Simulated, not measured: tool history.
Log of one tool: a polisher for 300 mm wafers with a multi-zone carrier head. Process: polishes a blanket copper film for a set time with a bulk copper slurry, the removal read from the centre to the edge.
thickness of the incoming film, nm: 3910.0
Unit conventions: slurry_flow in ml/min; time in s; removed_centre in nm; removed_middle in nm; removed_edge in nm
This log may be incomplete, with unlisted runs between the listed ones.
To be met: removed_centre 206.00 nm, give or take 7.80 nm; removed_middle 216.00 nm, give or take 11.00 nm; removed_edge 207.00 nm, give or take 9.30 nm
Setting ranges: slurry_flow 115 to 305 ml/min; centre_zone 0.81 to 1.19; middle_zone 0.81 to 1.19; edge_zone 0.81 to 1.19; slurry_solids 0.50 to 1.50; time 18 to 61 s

run  hour  slurry_flow  centre_zone  middle_zone  edge_zone  slurry_solids  time  removed_centre  removed_middle  removed_edge
  1   0.0          195         1.00         1.00       1.00           1.00    39          303.16          306.12        303.70
  2   0.8          190         0.98         0.99       0.97           0.85    36          266.14          268.77        263.76
  3   1.6          185         0.95         0.98       0.94           0.75    35          241.95          258.95        257.82
  4   4.0          185         0.96         0.99       0.93           0.70    33          226.51          235.69        230.67
  5   7.7          180         0.96         0.99       0.91           0.65    33          227.16          235.53        227.49
  6  10.7          180         0.96         0.99       0.91           0.65    25          171.88          176.42        171.37
  7  15.4          190         0.96         1.00       0.93           0.80    26          184.22          198.15        190.83
  8  17.3          205         0.97         1.00       0.94           0.85    26          190.60          196.67        189.13
  9  17.9          205         0.97         1.00       0.95           0.90    26          192.02          200.78        193.83
 10  21.7          210         0.97         1.01       0.96           0.95    26          194.74          206.00        197.95

Consider the 4 candidate settings below. Which is the only one whose results all fall within their allowed miss of target?
  A  25.5          165         0.88         0.95       1.00           1.05    28               ?               ?             ?
  B  25.5          270         1.05         1.08       0.89           1.30    23               ?               ?             ?
  C  25.5          175         0.99         1.03       0.97           1.00    27               ?               ?             ?
  D  25.5          235         1.08         1.01       1.03           0.95    26               ?               ?             ?

move  removed_centre  removed_middle  removed_edge
   A          183.67          206.61        218.84
   B          204.38          212.23        187.19
   C          200.26          213.62        207.56
   D          219.56          209.76        211.00
A: its largest miss is bigger than the last run's
B: meets the target for the result that was furthest off, but another lies outside its allowed miss
C: every result lands within tolerance
D: pushes the last run's worst result past its target
So the answer is move C, the one that meets all the targets.

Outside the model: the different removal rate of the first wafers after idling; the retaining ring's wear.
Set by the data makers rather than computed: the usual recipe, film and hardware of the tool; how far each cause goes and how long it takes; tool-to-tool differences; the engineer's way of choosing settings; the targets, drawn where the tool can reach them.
